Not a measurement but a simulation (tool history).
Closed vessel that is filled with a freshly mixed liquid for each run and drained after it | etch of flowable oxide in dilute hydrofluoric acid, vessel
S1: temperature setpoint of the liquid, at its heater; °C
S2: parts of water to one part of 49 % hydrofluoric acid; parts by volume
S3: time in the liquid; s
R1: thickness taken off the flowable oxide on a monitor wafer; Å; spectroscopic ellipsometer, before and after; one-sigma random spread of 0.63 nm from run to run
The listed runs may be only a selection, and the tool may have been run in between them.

run	day	S1	S2	S3	R1
1	0	25	160	85	295.74
2	0.267	27	130	85	408.65
3	0.546	27	165	85	302.58
4	0.929	27	165	85	308.2
5	1.175	27	140	85	374.87
6	1.512	27	175	85	287.89
7	1.783	28.5	145	85	378.3
8	2	29.5	120	85	487.1
9	2.183	30.5	105	85	594.16
10	2.304	31	95	85	687.31

Run 11 has not been measured yet. What should we expect?
11	2.496	31.5	90	85	?

R1: 731.92 Å

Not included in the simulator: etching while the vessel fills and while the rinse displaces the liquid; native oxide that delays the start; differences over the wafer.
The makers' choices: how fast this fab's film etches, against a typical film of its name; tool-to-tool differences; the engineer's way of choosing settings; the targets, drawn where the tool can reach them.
